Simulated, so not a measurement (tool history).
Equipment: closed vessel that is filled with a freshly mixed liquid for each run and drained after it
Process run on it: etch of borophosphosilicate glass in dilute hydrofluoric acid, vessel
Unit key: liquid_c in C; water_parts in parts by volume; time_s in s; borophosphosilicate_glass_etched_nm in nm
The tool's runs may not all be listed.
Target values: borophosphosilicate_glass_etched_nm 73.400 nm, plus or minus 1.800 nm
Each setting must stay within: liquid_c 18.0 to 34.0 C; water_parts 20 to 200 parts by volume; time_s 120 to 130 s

| run | day | liquid_c | water_parts | time_s | borophosphosilicate_glass_etched_nm |
|---|---|---|---|---|---|
| 1 | 0.000 | 26.0 | 110 | 120 | 38.621 |
| 2 | 0.125 | 26.0 | 80 | 120 | 55.730 |
| 3 | 0.450 | 26.0 | 60 | 120 | 75.435 |
| 4 | 0.550 | 23.5 | 60 | 120 | 68.649 |
| 5 | 0.838 | 20.5 | 60 | 120 | 59.944 |
| 6 | 1.204 | 20.5 | 60 | 120 | 60.892 |
| 7 | 1.425 | 21.5 | 60 | 120 | 63.606 |
| 8 | 1.800 | 22.5 | 60 | 120 | 66.060 |
| 9 | 1.967 | 23.0 | 60 | 120 | 68.042 |
| 10 | 2.238 | 23.0 | 60 | 120 | 67.423 |
| 11 | 2.488 | 23.5 | 60 | 120 | 68.072 |
| 12 | 2.721 | 24.0 | 60 | 120 | 69.627 |
| 13 | 2.858 | 24.5 | 60 | 120 | 70.507 |

Exactly one of the 5 candidate moves below puts every result within its allowed miss. Which one?
| A | 2.996 | 25.0 | 70 | 130 | ? |
| B | 2.996 | 27.0 | 65 | 130 | ? |
| C | 2.996 | 25.5 | 65 | 130 | ? |
| D | 2.996 | 24.0 | 55 | 120 | ? |
| E | 2.996 | 25.0 | 65 | 120 | ? |

| move | borophosphosilicate_glass_etched_nm |
|---|---|
| A | 67.058 |
| B | 78.752 |
| C | 74.175 |
| D | 77.160 |
| E | 67.105 |
A: moves away from the targets compared with the last run
B: takes the biggest miss from the last run beyond its target
C: meets every target
D: takes the biggest miss from the last run beyond its target
E: moves away from the targets compared with the last run
Go with C: it meets all targets.
